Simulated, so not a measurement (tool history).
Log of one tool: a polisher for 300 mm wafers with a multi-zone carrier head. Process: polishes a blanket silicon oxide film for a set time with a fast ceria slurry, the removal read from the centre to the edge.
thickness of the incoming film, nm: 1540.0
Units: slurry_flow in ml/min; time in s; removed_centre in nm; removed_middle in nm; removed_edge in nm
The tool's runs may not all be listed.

run,hour,slurry_flow,centre_zone,middle_zone,edge_zone,time,removed_centre,removed_middle,removed_edge
1,0.0,135,1.00,1.00,1.00,41,428.65,428.45,440.17
2,0.8,135,1.00,1.00,1.00,31,328.61,327.96,332.94
3,3.2,135,1.00,0.95,1.00,31,327.51,305.99,333.99
4,4.2,135,1.00,0.95,1.07,31,332.09,307.54,339.46
5,11.2,140,1.00,0.95,1.09,36,382.95,363.50,402.53
6,16.6,140,1.00,0.95,1.01,36,380.42,364.17,389.73
7,17.2,150,1.01,0.94,1.04,39,424.92,391.31,422.72
8,20.5,140,1.02,0.95,1.06,42,455.34,430.58,463.93
9,26.9,130,1.12,0.97,1.16,52,615.23,523.17,577.66

Forecast run 10:
10,33.2,130,1.10,0.97,1.17,52,?,?,?

removed_centre: 598.36 nm
removed_middle: 521.55 nm
removed_edge: 597.43 nm
